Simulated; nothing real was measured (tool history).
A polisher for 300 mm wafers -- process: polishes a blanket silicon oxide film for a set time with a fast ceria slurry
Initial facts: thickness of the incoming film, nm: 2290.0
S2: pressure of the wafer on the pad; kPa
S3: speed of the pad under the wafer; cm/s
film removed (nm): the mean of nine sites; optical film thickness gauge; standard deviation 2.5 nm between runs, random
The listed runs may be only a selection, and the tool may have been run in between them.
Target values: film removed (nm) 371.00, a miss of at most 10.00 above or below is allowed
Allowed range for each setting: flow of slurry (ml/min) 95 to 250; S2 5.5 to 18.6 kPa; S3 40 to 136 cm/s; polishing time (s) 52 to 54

Run 1, hour 0.0: flow of slurry (ml/min) 160, S2 11.7 kPa, S3 88 cm/s, polishing time (s) 52. Result: film removed (nm) 441.74.
Run 2, hour 4.3: flow of slurry (ml/min) 160, S2 11.7 kPa, S3 88 cm/s, polishing time (s) 52. Result: film removed (nm) 448.91.
Run 3, hour 11.1: flow of slurry (ml/min) 160, S2 11.7 kPa, S3 88 cm/s, polishing time (s) 54. Result: film removed (nm) 460.52.
Run 4, hour 18.3: flow of slurry (ml/min) 160, S2 11.7 kPa, S3 88 cm/s, polishing time (s) 52. Result: film removed (nm) 441.66.
Run 5, hour 23.4: flow of slurry (ml/min) 155, S2 11.0 kPa, S3 88 cm/s, polishing time (s) 52. Result: film removed (nm) 417.85.
Run 6, hour 28.9: flow of slurry (ml/min) 155, S2 11.0 kPa, S3 96 cm/s, polishing time (s) 52. Result: film removed (nm) 453.43.
Run 7, hour 36.4: flow of slurry (ml/min) 150, S2 10.3 kPa, S3 96 cm/s, polishing time (s) 52. Result: film removed (nm) 418.33.
Run 8, hour 42.0: flow of slurry (ml/min) 145, S2 10.3 kPa, S3 96 cm/s, polishing time (s) 52. Result: film removed (nm) 418.07.
Run 9, hour 44.3: flow of slurry (ml/min) 140, S2 10.3 kPa, S3 96 cm/s, polishing time (s) 52. Result: film removed (nm) 412.93.
Run 10, hour 51.7: flow of slurry (ml/min) 135, S2 10.3 kPa, S3 96 cm/s, polishing time (s) 52. Result: film removed (nm) 415.70.
Run 11, hour 59.3: flow of slurry (ml/min) 135, S2 10.3 kPa, S3 96 cm/s, polishing time (s) 52. Result: film removed (nm) 414.22.
Run 12, hour 64.1: flow of slurry (ml/min) 135, S2 10.3 kPa, S3 96 cm/s, polishing time (s) 52. Result: film removed (nm) 419.59.
Run 13, hour 72.4: flow of slurry (ml/min) 120, S2 9.0 kPa, S3 96 cm/s, polishing time (s) 52. Result: film removed (nm) 351.95.
Run 14, hour 74.8: flow of slurry (ml/min) 125, S2 9.0 kPa, S3 96 cm/s, polishing time (s) 52. Result: film removed (nm) 354.57.
Run 15, hour 82.3: flow of slurry (ml/min) 130, S2 9.0 kPa, S3 96 cm/s, polishing time (s) 52. Result: film removed (nm) 354.37.

Below are 5 possible settings for the next run. Only one of them brings all results inside the allowed miss of their targets. Which is it?
Run A, hour 89.8: flow of slurry (ml/min) 125, S2 9.0 kPa, S3 94 cm/s, polishing time (s) 52. Result: film removed (nm) ?.
Run B, hour 89.8: flow of slurry (ml/min) 205, S2 9.0 kPa, S3 86 cm/s, polishing time (s) 52. Result: film removed (nm) ?.
Run C, hour 89.8: flow of slurry (ml/min) 155, S2 9.0 kPa, S3 90 cm/s, polishing time (s) 52. Result: film removed (nm) ?.
Run D, hour 89.8: flow of slurry (ml/min) 125, S2 9.0 kPa, S3 98 cm/s, polishing time (s) 53. Result: film removed (nm) ?.
Run E, hour 89.8: flow of slurry (ml/min) 125, S2 9.0 kPa, S3 92 cm/s, polishing time (s) 52. Result: film removed (nm) ?.

move  film removed (nm)
   A             353.02
   B             353.99
   C             353.94
   D             374.69
   E             345.72
A: moves away from the targets compared with the last run
B: no better and no worse than the last run
C: no better and no worse than the last run
D: all results in spec
E: moves away from the targets compared with the last run
Correct choice: D, which meets every target

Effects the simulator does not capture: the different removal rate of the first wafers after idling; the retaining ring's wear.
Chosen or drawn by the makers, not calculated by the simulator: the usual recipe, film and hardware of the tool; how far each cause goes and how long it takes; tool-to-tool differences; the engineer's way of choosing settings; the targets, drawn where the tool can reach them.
